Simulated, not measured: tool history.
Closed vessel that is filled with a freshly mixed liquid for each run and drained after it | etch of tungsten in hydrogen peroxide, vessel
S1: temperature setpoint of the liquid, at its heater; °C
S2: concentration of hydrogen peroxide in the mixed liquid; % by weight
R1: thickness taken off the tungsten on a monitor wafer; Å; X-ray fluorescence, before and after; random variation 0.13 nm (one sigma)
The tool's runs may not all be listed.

run 1 hour=0.0 | S1=51.0 S2=17.5 time_in_the_liquid_(s)=30 | R1=237.73
run 2 hour=1.9 | S1=49.0 S2=17.5 time_in_the_liquid_(s)=30 | R1=206.92
run 3 hour=10.9 | S1=49.0 S2=20.0 time_in_the_liquid_(s)=30 | R1=224.87
run 4 hour=18.8 | S1=49.0 S2=20.0 time_in_the_liquid_(s)=30 | R1=223.64
run 5 hour=20.1 | S1=49.0 S2=20.0 time_in_the_liquid_(s)=30 | R1=223.98
run 6 hour=22.8 | S1=47.5 S2=20.0 time_in_the_liquid_(s)=30 | R1=204.83

Run 7 comes next. What will it give?
run 7 hour=23.4 | S1=46.5 S2=20.0 time_in_the_liquid_(s)=30 | R1=?

Run 7 gave R1 190.66 Å.
